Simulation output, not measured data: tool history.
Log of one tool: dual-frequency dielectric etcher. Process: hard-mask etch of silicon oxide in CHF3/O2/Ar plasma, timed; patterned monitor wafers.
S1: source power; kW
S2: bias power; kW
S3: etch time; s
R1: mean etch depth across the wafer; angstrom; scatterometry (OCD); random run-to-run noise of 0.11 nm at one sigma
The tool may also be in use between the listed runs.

run 1 hour=0 | S1=0.8 S2=0.191 S3=10.5 | R1=264.5
run 2 hour=1.8 | S1=0.84 S2=0.193 S3=10.5 | R1=271.54
run 3 hour=10.5 | S1=0.87 S2=0.194 S3=10.5 | R1=276.03
run 4 hour=13.4 | S1=0.89 S2=0.195 S3=10.5 | R1=279.23
run 5 hour=15.2 | S1=0.81 S2=0.195 S3=10.5 | R1=267.92
run 6 hour=20 | S1=0.84 S2=0.197 S3=10.5 | R1=274.46

Expected results for the next run?
run 7 hour=23.3 | S1=0.86 S2=0.198 S3=10.5 | R1=?

{"run 7": {"R1": 274.2}}
